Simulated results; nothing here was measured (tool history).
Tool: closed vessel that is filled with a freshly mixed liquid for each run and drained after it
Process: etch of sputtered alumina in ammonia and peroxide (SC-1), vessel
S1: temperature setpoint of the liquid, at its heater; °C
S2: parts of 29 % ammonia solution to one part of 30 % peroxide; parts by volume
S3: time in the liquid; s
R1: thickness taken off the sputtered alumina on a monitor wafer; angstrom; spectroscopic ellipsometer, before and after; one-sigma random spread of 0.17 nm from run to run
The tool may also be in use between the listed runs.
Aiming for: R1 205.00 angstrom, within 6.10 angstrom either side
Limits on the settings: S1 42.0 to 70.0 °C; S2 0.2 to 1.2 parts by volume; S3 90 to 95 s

| run | hour | S1 | S2 | S3 | R1 |
|---|---|---|---|---|---|
| 1 | 0.0 | 58.0 | 1.0 | 90 | 131.14 |
| 2 | 2.9 | 55.0 | 1.0 | 90 | 108.47 |
| 3 | 5.5 | 57.5 | 1.0 | 90 | 126.81 |
| 4 | 6.9 | 57.5 | 1.2 | 90 | 128.04 |
| 5 | 8.6 | 63.5 | 1.2 | 90 | 173.99 |
| 6 | 13.1 | 69.5 | 1.2 | 90 | 232.61 |
| 7 | 21.5 | 69.0 | 1.2 | 90 | 226.90 |
| 8 | 22.5 | 68.5 | 1.2 | 90 | 222.01 |

Which one of the following 4 next-run settings gets every result inside its allowed miss? There is exactly one.
| A | 23.5 | 70.0 | 1.2 | 90 | ? |
| B | 23.5 | 65.5 | 1.2 | 95 | ? |
| C | 23.5 | 68.0 | 1.2 | 95 | ? |
| D | 23.5 | 70.0 | 1.0 | 95 | ? |

| move | R1 |
|---|---|
| A | 239.67 |
| B | 203.20 |
| C | 229.70 |
| D | 248.67 |
A: the biggest miss grows against the last run
B: every result lands within tolerance
C: the biggest miss grows against the last run
D: the biggest miss grows against the last run
B is the move that brings every result within its allowed miss.
